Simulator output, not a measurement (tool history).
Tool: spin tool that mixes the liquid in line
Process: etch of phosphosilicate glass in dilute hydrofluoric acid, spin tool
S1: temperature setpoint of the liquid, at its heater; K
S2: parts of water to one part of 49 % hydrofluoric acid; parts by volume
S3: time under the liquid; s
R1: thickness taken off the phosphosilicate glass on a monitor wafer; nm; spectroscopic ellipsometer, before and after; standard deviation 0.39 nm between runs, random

run	day	S1	S2	S3	R1
1	0	296.15	290	85	21.213
2	0.038	296.15	345	85	16.935
3	0.079	297.65	295	85	21.809
4	0.158	299.65	295	85	23.56
5	0.35	302.15	295	85	25.636
6	0.588	302.65	255	85	31.727
7	0.617	303.15	220	85	38.962
8	0.779	303.15	220	85	38.771
9	0.929	303.15	195	85	44.92
10	1.083	303.15	175	85	51.011
11	1.308	303.15	160	85	57.024
12	1.333	303.15	150	85	61.263

For run 13, what comes out?
13	1.554	303.15	140	85	?

Run 13 came out at R1 66.99 nm.
